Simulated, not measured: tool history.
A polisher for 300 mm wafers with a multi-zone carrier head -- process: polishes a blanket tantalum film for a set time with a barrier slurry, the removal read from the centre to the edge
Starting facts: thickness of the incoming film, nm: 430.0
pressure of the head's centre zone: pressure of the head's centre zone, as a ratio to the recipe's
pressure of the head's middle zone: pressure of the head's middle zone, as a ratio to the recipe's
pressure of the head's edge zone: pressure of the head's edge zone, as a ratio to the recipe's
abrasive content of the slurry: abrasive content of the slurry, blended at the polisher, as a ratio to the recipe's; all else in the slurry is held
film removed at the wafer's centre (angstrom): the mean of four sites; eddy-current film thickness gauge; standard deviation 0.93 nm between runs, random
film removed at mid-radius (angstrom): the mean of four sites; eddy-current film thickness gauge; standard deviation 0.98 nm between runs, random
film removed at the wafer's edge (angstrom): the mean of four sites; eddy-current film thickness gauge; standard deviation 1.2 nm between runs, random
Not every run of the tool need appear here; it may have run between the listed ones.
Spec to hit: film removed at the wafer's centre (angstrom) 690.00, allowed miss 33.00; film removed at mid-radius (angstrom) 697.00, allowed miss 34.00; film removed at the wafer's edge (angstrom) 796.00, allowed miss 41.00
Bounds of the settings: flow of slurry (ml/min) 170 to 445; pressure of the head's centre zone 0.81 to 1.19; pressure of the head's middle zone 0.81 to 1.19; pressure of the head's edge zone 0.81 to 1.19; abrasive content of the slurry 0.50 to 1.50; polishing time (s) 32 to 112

run,hour,flow of slurry (ml/min),pressure of the head's centre zone,pressure of the head's middle zone,pressure of the head's edge zone,abrasive content of the slurry,polishing time (s),film removed at the wafer's centre (angstrom),film removed at mid-radius (angstrom),film removed at the wafer's edge (angstrom)
1,0.0,285,1.00,1.00,1.00,1.00,72,1271.00,1258.90,1255.70
2,3.8,280,0.97,0.97,1.00,0.90,67,1149.00,1127.90,1133.80
3,11.1,275,0.93,0.94,1.03,0.85,61,955.12,981.25,1070.80
4,13.6,275,0.93,0.94,0.97,0.85,61,986.75,975.81,1020.10
5,22.4,270,0.91,0.92,0.97,0.75,58,862.99,899.75,930.87
6,23.4,270,0.87,0.92,0.97,0.75,58,833.99,928.56,933.94
7,28.0,265,0.87,0.90,0.97,0.70,56,810.63,822.36,909.63
8,30.6,265,0.86,0.89,0.96,0.65,55,765.36,817.70,884.30
9,39.3,255,0.90,0.81,0.99,0.50,48,664.82,611.20,729.60

Which single option among these 4 for the next run brings every result within its allowed miss of target? Just one does.
A,48.0,255,0.81,0.89,1.10,0.60,48,?,?,?
B,48.0,290,0.86,0.85,1.01,0.50,53,?,?,?
C,48.0,215,0.85,0.90,0.95,0.60,46,?,?,?
D,48.0,255,0.81,0.95,0.87,0.55,47,?,?,?

move,film removed at the wafer's centre (angstrom),film removed at mid-radius (angstrom),film removed at the wafer's edge (angstrom)
A,611.68,678.13,769.97
B,699.31,701.61,792.03
C,600.09,641.23,676.95
D,587.44,687.55,662.83
A: meets the target for the result that was furthest off, but another lies outside its allowed miss
B: in spec on every target
C: moves away from the targets compared with the last run
D: meets the target for the result that was furthest off, but another lies outside its allowed miss
B is the move that brings every result within its allowed miss.

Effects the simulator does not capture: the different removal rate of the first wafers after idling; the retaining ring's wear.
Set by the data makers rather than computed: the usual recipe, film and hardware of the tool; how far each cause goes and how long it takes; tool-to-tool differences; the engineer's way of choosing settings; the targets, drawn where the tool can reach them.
